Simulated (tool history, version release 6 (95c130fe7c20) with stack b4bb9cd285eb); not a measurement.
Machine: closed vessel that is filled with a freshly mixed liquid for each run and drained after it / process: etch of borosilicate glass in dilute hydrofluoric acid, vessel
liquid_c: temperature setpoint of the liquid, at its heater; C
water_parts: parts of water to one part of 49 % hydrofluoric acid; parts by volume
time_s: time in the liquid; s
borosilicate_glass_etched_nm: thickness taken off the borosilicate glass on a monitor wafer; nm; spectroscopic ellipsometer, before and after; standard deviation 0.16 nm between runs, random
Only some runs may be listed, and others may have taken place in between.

run  hour  liquid_c  water_parts  time_s  borosilicate_glass_etched_nm
  1     0        25          150     195                        30.364
  2     2      26.5          150     195                         32.07
  3     9      26.5          150     195                        32.127
  4  14.7      27.5          150     195                        33.184
  5  22.8      28.5          150     195                        34.383
  6  28.1      28.5          100     195                        55.072
  7  33.4      26.5          100     195                        51.528
  8  36.8      22.5          105     195                         41.67

Estimate the outcome of run 9 from the log above:
  9  43.1        22          105     195                             ?

Run 9 gave borosilicate_glass_etched_nm 40.635 nm.
